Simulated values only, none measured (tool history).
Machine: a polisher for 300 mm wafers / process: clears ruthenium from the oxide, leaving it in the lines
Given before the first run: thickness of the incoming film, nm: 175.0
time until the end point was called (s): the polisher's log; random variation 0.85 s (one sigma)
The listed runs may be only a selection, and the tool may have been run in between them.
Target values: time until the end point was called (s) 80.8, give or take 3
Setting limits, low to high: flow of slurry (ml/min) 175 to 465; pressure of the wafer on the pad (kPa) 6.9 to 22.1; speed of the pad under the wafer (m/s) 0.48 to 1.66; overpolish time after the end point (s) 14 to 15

run,hour,flow of slurry (ml/min),pressure of the wafer on the pad (kPa),speed of the pad under the wafer (m/s),overpolish time after the end point (s),time until the end point was called (s)
1,0,295,14.5,1.06,14,130.71
2,7.2,295,16.5,1.06,14,115.38
3,8.6,295,16.5,1.06,14,115.11
4,12.4,295,16.5,0.9,14,127.6
5,19.8,295,16.5,0.9,14,130.9
6,26.9,295,16.5,0.9,15,131.99
7,33.8,295,16.5,0.9,15,128.17
8,37.6,300,20.7,1,15,95.189
9,46.4,300,21.4,1.04,15,90.31
10,51.8,300,21.4,1.06,15,87.56
11,55.8,300,21.4,1.08,15,87.869
12,64.3,300,21.4,1.1,15,85.859

Which single option among these 4 for the next run brings every result within its allowed miss of target? Just one does.
A,72.8,240,22.1,1.28,15,?
B,72.8,330,21.4,1.02,15,?
C,72.8,385,22.1,1.24,15,?
D,72.8,315,21.4,1.16,14,?

move,time until the end point was called (s)
A,75.527
B,90.772
C,74.056
D,82.089
A: takes the result that was furthest off past its target
B: further off than the last run
C: takes the result that was furthest off past its target
D: all results land within tolerance of their targets
Move D is the one to make.

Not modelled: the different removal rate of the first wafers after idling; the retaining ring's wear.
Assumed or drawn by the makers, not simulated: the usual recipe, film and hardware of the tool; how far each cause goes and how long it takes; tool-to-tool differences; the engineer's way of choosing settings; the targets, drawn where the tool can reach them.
